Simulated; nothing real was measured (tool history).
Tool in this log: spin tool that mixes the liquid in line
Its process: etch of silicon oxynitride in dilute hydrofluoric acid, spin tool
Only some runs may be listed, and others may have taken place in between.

run	day	temperature setpoint of the liquid (C)	parts of water to one part of 49 % hydrofluoric acid (parts by volume)	time under the liquid (s)	thickness taken off the silicon oxynitride on a monitor wafer (angstrom)
1	0	25	70	65	35.953
2	0.179	22	70	65	31.267
3	0.354	21.5	70	65	30.234
4	0.583	21.5	70	65	30.367
5	0.904	21	70	65	29.505
6	1.183	20.5	70	65	28.88
7	1.483	20	70	65	28.345

The next listed run, before its measurement:
8	1.729	19.5	70	65	?

thickness taken off the silicon oxynitride on a monitor wafer (angstrom): 27.729
